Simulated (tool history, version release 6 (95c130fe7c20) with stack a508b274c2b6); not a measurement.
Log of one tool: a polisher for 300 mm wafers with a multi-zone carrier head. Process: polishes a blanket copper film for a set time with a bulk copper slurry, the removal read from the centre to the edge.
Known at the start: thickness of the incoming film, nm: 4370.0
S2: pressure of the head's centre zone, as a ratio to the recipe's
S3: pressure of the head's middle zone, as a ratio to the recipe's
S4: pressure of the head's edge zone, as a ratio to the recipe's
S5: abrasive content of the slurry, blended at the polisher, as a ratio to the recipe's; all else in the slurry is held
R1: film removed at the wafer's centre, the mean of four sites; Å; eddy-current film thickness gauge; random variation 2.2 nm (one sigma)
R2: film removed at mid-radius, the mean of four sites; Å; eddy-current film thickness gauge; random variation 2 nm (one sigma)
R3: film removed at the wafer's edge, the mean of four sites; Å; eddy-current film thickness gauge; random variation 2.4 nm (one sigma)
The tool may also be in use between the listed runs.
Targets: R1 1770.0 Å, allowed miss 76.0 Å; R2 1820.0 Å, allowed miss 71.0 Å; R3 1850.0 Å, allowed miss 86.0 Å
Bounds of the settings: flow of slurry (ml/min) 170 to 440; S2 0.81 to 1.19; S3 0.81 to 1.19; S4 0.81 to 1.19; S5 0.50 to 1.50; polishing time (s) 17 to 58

{"run": 1, "hour": 0.0, "flow of slurry (ml/min)": 280, "S2": 1.0, "S3": 1.0, "S4": 1.0, "S5": 1.0, "polishing time (s)": 37, "R1": 3111.1, "R2": 3238.6, "R3": 3190.2}
{"run": 2, "hour": 1.8, "flow of slurry (ml/min)": 280, "S2": 0.99, "S3": 0.98, "S4": 0.98, "S5": 0.9, "polishing time (s)": 34, "R1": 2789.7, "R2": 2824.6, "R3": 2928.7}
{"run": 3, "hour": 2.5, "flow of slurry (ml/min)": 345, "S2": 0.99, "S3": 0.98, "S4": 0.98, "S5": 0.9, "polishing time (s)": 34, "R1": 2927.2, "R2": 2874.9, "R3": 2855.9}
{"run": 4, "hour": 10.9, "flow of slurry (ml/min)": 355, "S2": 0.97, "S3": 0.98, "S4": 0.97, "S5": 0.8, "polishing time (s)": 31, "R1": 2559.9, "R2": 2632.0, "R3": 2537.6}
{"run": 5, "hour": 16.1, "flow of slurry (ml/min)": 360, "S2": 0.95, "S3": 0.96, "S4": 0.96, "S5": 0.75, "polishing time (s)": 29, "R1": 2344.7, "R2": 2388.4, "R3": 2389.3}
{"run": 6, "hour": 23.7, "flow of slurry (ml/min)": 370, "S2": 0.94, "S3": 0.95, "S4": 0.95, "S5": 0.7, "polishing time (s)": 28, "R1": 2204.8, "R2": 2274.5, "R3": 2269.7}
{"run": 7, "hour": 31.0, "flow of slurry (ml/min)": 380, "S2": 0.93, "S3": 0.94, "S4": 0.94, "S5": 0.65, "polishing time (s)": 27, "R1": 2123.8, "R2": 2157.7, "R3": 2177.4}
{"run": 8, "hour": 34.8, "flow of slurry (ml/min)": 355, "S2": 0.84, "S3": 0.89, "S4": 0.84, "S5": 0.5, "polishing time (s)": 24, "R1": 1626.6, "R2": 1757.8, "R3": 1825.7}
{"run": 9, "hour": 38.0, "flow of slurry (ml/min)": 360, "S2": 0.85, "S3": 0.89, "S4": 0.84, "S5": 0.5, "polishing time (s)": 24, "R1": 1641.3, "R2": 1733.9, "R3": 1797.2}
{"run": 10, "hour": 46.7, "flow of slurry (ml/min)": 360, "S2": 0.86, "S3": 0.9, "S4": 0.85, "S5": 0.5, "polishing time (s)": 24, "R1": 1656.9, "R2": 1801.5, "R3": 1784.6}
{"run": 11, "hour": 49.2, "flow of slurry (ml/min)": 365, "S2": 0.87, "S3": 0.9, "S4": 0.86, "S5": 0.5, "polishing time (s)": 24, "R1": 1673.1, "R2": 1784.2, "R3": 1801.7}

Which of these 4 next moves meets every target?
{"run": "A", "hour": 51.7, "flow of slurry (ml/min)": 375, "S2": 0.9, "S3": 0.9, "S4": 0.88, "S5": 0.55, "polishing time (s)": 24, "R1": "?", "R2": "?", "R3": "?"}
{"run": "B", "hour": 51.7, "flow of slurry (ml/min)": 305, "S2": 1.03, "S3": 0.95, "S4": 0.86, "S5": 0.6, "polishing time (s)": 23, "R1": "?", "R2": "?", "R3": "?"}
{"run": "C", "hour": 51.7, "flow of slurry (ml/min)": 335, "S2": 0.82, "S3": 0.86, "S4": 0.89, "S5": 0.5, "polishing time (s)": 25, "R1": "?", "R2": "?", "R3": "?"}
{"run": "D", "hour": 51.7, "flow of slurry (ml/min)": 400, "S2": 0.83, "S3": 0.91, "S4": 0.87, "S5": 0.5, "polishing time (s)": 24, "R1": "?", "R2": "?", "R3": "?"}

move=A R1=1773.8 R2=1773.4 R3=1776.7
move=B R1=1927.1 R2=1760.8 R3=1676.3
move=C R1=1646.3 R2=1744.2 R3=1828.2
move=D R1=1626.8 R2=1780.8 R3=1755.8
A: meets every target
B: takes the result that was furthest off past its target
C: further off than the last run
D: further off than the last run
Move A is the one to make.
